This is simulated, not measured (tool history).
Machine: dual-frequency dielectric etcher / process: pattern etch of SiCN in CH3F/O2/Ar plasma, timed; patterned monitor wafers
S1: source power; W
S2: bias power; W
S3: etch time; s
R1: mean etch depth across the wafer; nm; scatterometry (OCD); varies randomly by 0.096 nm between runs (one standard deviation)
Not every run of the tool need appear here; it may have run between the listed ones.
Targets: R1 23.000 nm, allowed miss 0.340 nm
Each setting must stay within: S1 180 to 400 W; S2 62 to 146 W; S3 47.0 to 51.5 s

Run 1, hour 0.0: S1 290 W, S2 104 W, S3 51.5 s. Result: R1 20.702 nm.
Run 2, hour 8.2: S1 310 W, S2 105 W, S3 51.5 s. Result: R1 21.293 nm.
Run 3, hour 11.6: S1 310 W, S2 119 W, S3 51.5 s. Result: R1 22.349 nm.
Run 4, hour 13.8: S1 310 W, S2 119 W, S3 47.0 s. Result: R1 20.459 nm.
Run 5, hour 15.9: S1 330 W, S2 121 W, S3 47.0 s. Result: R1 21.002 nm.
Run 6, hour 24.2: S1 330 W, S2 121 W, S3 47.0 s. Result: R1 20.916 nm.
Run 7, hour 30.8: S1 340 W, S2 127 W, S3 47.0 s. Result: R1 21.650 nm.
Run 8, hour 36.2: S1 350 W, S2 129 W, S3 47.0 s. Result: R1 22.042 nm.
Run 9, hour 36.9: S1 360 W, S2 130 W, S3 47.0 s. Result: R1 22.281 nm.
Run 10, hour 43.7: S1 370 W, S2 131 W, S3 47.0 s. Result: R1 22.452 nm.

Exercise: of the 4 proposed moves below, exactly one satisfies all targets within the stated allowed misses. Which move is it?
Run A, hour 50.5: S1 400 W, S2 107 W, S3 48.5 s. Result: R1 ?.
Run B, hour 50.5: S1 350 W, S2 131 W, S3 47.0 s. Result: R1 ?.
Run C, hour 50.5: S1 390 W, S2 131 W, S3 47.0 s. Result: R1 ?.
Run D, hour 50.5: S1 360 W, S2 131 W, S3 50.5 s. Result: R1 ?.

move      R1
   A  22.082
   B  22.222
   C  23.054
   D  24.105
A: the biggest miss grows against the last run
B: the biggest miss grows against the last run
C: each result inside its tolerance
D: carries the result that was furthest off beyond its target, to the other side
Correct choice: C, which meets every target
